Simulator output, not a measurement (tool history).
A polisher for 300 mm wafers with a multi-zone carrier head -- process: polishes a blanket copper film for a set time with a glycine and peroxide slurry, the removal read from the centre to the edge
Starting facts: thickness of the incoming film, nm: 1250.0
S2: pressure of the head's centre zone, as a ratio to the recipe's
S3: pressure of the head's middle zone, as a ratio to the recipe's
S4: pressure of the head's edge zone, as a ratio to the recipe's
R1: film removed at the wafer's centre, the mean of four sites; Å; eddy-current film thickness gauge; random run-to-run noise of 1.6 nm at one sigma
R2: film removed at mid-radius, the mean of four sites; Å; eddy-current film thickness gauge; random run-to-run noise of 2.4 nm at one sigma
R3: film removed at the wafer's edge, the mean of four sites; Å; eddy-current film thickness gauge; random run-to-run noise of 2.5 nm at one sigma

{"run": 1, "day": 0.0, "flow of slurry (ml/min)": 300, "S2": 1, "S3": 1, "S4": 1, "polishing time (s)": 74, "R1": 4873.1, "R2": 4779.7, "R3": 4940.8}
{"run": 2, "day": 0.083, "flow of slurry (ml/min)": 300, "S2": 1, "S3": 0.93, "S4": 1, "polishing time (s)": 74, "R1": 4875.5, "R2": 4458.1, "R3": 4896.2}
{"run": 3, "day": 0.275, "flow of slurry (ml/min)": 290, "S2": 0.96, "S3": 0.94, "S4": 0.98, "polishing time (s)": 67, "R1": 4235.1, "R2": 4106.1, "R3": 4450.7}
{"run": 4, "day": 0.492, "flow of slurry (ml/min)": 290, "S2": 1.01, "S3": 0.94, "S4": 0.98, "polishing time (s)": 67, "R1": 4443, "R2": 4159.8, "R3": 4404.1}
{"run": 5, "day": 0.525, "flow of slurry (ml/min)": 280, "S2": 0.98, "S3": 0.94, "S4": 0.96, "polishing time (s)": 61, "R1": 3855.7, "R2": 3766.5, "R3": 3948.9}
{"run": 6, "day": 0.712, "flow of slurry (ml/min)": 270, "S2": 0.95, "S3": 0.94, "S4": 0.94, "polishing time (s)": 57, "R1": 3503, "R2": 3537.7, "R3": 3679.4}
{"run": 7, "day": 1.033, "flow of slurry (ml/min)": 260, "S2": 0.93, "S3": 0.94, "S4": 0.92, "polishing time (s)": 54, "R1": 3227, "R2": 3362.5, "R3": 3433.2}
{"run": 8, "day": 1.242, "flow of slurry (ml/min)": 250, "S2": 0.91, "S3": 0.94, "S4": 0.9, "polishing time (s)": 52, "R1": 3055.5, "R2": 3148.4, "R3": 3218.8}
{"run": 9, "day": 1.579, "flow of slurry (ml/min)": 245, "S2": 0.89, "S3": 0.95, "S4": 0.9, "polishing time (s)": 50, "R1": 2838.3, "R2": 3075.7, "R3": 3099.2}
{"run": 10, "day": 1.658, "flow of slurry (ml/min)": 245, "S2": 0.89, "S3": 0.95, "S4": 0.9, "polishing time (s)": 50, "R1": 2865, "R2": 3086.1, "R3": 3093.5}

Run 11 comes next. What will it give?
{"run": 11, "day": 1.717, "flow of slurry (ml/min)": 235, "S2": 0.87, "S3": 0.95, "S4": 0.9, "polishing time (s)": 49, "R1": "?", "R2": "?", "R3": "?"}

R1: 2698.9 Å
R2: 3008.1 Å
R3: 3011.5 Å
